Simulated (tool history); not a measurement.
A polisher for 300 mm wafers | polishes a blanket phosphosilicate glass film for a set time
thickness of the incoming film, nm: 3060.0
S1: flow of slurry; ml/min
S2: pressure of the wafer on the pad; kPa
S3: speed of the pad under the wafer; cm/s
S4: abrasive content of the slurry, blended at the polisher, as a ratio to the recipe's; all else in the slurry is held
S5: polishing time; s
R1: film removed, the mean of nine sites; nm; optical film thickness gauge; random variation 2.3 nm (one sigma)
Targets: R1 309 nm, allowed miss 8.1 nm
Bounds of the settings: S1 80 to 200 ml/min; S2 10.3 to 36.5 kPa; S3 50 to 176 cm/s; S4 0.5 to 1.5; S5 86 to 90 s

run  hour   S1    S2   S3  S4  S5      R1
  1     0  130  23.4  112   1  86  534.93
  2   8.6  125  20.7  112   1  86  484.09
  3  13.1  125  20.7   94   1  86  435.58
  4    16  120  18.6   94   1  86  400.48
  5    21  115  17.2   94   1  86  373.48
     24.9  -- conditioning disc replaced and pad reconditioned
  6  24.9  110  16.5   94   1  86   462.1
  7  30.9  120  16.5   94   1  86   478.7
  8  32.4  110  17.2   94   1  86  478.95
  9  38.1  120  17.2   94   1  86  487.09
 10  40.5   95  10.3   74   1  86  244.12
 11  41.3  110  10.3   74   1  86   254.5
 12  49.7  110  11.7   74   1  86  279.11
 13  54.7  115  12.4   74   1  86  297.02

Which of these 4 next moves meets every target?
  A  59.7  125  13.8  82  0.85  86   ?
  B  59.7  140  11.7  92   0.8  88   ?
  C  59.7  130  11.7  76  1.05  86   ?
  D  59.7  105    11  92  1.05  90   ?

move      R1
   A   338.2
   B  327.84
   C  305.65
   D  335.75
A: takes the result that was furthest off past its target
B: takes the result that was furthest off past its target
C: meets every target
D: takes the result that was furthest off past its target
Answer: C
